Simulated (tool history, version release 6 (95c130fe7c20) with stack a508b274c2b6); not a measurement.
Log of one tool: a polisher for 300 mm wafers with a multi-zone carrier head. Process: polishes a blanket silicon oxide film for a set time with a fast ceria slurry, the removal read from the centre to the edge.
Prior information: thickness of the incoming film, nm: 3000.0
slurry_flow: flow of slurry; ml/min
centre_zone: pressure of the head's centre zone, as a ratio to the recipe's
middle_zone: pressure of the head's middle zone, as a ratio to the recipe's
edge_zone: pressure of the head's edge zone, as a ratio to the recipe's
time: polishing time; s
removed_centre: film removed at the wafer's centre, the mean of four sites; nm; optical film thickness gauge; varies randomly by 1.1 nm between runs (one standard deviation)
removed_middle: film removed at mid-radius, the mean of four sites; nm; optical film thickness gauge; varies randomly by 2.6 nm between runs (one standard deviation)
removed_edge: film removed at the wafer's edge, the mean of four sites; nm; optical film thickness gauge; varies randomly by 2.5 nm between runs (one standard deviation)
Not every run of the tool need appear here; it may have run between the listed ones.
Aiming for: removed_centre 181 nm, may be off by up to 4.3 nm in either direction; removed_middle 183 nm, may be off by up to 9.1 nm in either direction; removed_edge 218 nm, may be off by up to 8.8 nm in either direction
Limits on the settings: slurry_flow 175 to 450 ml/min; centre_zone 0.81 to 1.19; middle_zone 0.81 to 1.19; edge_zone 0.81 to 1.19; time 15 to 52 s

run,hour,slurry_flow,centre_zone,middle_zone,edge_zone,time,removed_centre,removed_middle,removed_edge
1,0,290,1,1,1,33,270.1,268.07,265.8
2,3.3,275,0.94,0.94,1.01,31,234.51,242.5,246.98
3,4,265,0.92,0.9,1.06,29,213.75,217.91,241.18
4,10,265,0.92,0.9,1.06,26,194.84,192.36,214.88
5,15.1,265,0.92,0.9,1.11,26,191.8,190.34,221.81
6,19,265,0.92,0.9,1.11,20,148.29,151.42,168.21
7,26.9,265,0.92,0.9,1.13,22,163.64,165.52,187.08
8,34,270,0.92,0.9,1.15,23,173.41,173.49,196.28
9,36.1,270,0.91,0.89,1.16,24,177.39,174.1,210.42
10,41.7,275,0.91,0.9,1.17,24,177.16,179.53,207.91
11,47.9,275,0.91,0.9,1.18,24,177.84,179.42,203.79
12,54,270,0.9,0.89,1.18,24,173.69,178.08,211.01

Which single option among these 4 for the next run brings every result within its allowed miss of target? Just one does.
A,60.1,255,0.98,0.95,1.14,23,?,?,?
B,60.1,185,0.93,0.81,1.19,25,?,?,?
C,60.1,235,0.91,0.89,1.19,25,?,?,?
D,60.1,270,0.84,0.87,1.16,24,?,?,?

move,removed_centre,removed_middle,removed_edge
A,181.72,178.96,195.5
B,180.19,165.36,211.99
C,181.6,183.05,215.97
D,163.2,174.96,206.84
A: brings the last run's worst result on target, with another outside its allowed miss
B: brings the last run's worst result on target, with another outside its allowed miss
C: all results land within tolerance of their targets
D: lands further from the targets than the last run did
C meets every target.
